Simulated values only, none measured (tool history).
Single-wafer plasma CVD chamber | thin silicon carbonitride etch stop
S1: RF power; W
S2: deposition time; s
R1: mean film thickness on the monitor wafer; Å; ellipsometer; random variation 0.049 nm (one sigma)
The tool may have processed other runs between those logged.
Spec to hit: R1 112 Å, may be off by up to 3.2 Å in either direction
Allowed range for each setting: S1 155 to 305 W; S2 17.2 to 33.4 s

run  hour   S1    S2      R1
  1     0  230  25.3  141.08
  2   6.4  225  24.7  136.19
  3   9.4  220  24.2  132.36
  4  10.9  215  23.8  129.04
  5  11.6  225  23.8  131.62
  6  17.6  220  23.5  129.95
  7  18.5  215  23.1  125.26
  8  19.9  210  22.9  124.73
  9  22.3  205  22.6  121.91
 10  24.6  200  22.4  119.29
 11    27  195  22.3  118.16
     27.8  -- RF generator calibrated
 12  27.8  195  22.2  118.32
 13  29.3  195  22.1  117.18

Which single option among these 5 for the next run brings every result within its allowed miss of target? Just one does.
  A  30.8  155  22.9   ?
  B  30.8  195    23   ?
  C  30.8  235  21.4   ?
  D  30.8  190  23.7   ?
  E  30.8  190  22.5   ?

move      R1
   A  112.76
   B  122.51
   C   121.3
   D  125.14
   E   118.8
A: all results land within tolerance of their targets
B: its largest miss is bigger than the last run's
C: its largest miss is bigger than the last run's
D: its largest miss is bigger than the last run's
E: its largest miss is bigger than the last run's
The right move is A.

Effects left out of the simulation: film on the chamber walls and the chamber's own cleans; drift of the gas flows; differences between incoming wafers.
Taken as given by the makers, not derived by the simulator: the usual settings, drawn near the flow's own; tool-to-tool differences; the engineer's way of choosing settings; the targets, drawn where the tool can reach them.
